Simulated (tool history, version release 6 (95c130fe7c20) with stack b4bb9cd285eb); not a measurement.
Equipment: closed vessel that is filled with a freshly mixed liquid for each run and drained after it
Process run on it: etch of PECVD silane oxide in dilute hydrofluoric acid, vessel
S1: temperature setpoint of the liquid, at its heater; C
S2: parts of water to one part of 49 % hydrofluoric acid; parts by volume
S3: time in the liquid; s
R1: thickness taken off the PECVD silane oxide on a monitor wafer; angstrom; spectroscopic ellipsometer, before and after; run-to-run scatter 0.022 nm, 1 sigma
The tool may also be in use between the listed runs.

run 1 hour=0 | S1=24 S2=175 S3=30 | R1=46.624
run 2 hour=4.1 | S1=23 S2=175 S3=30 | R1=45.212
run 3 hour=5.5 | S1=23 S2=175 S3=30 | R1=45.359
run 4 hour=8.2 | S1=22 S2=175 S3=30 | R1=43.468
run 5 hour=15.9 | S1=22 S2=135 S3=30 | R1=58.058
run 6 hour=16.6 | S1=22 S2=90 S3=30 | R1=92.183
run 7 hour=21.3 | S1=21 S2=105 S3=30 | R1=74.932
run 8 hour=26 | S1=20.5 S2=115 S3=30 | R1=66.363
run 9 hour=34 | S1=20 S2=125 S3=30 | R1=59.343

Run 10 is up next; what results do you expect?
run 10 hour=35.2 | S1=19.5 S2=130 S3=30 | R1=?

R1: 55.925 angstrom
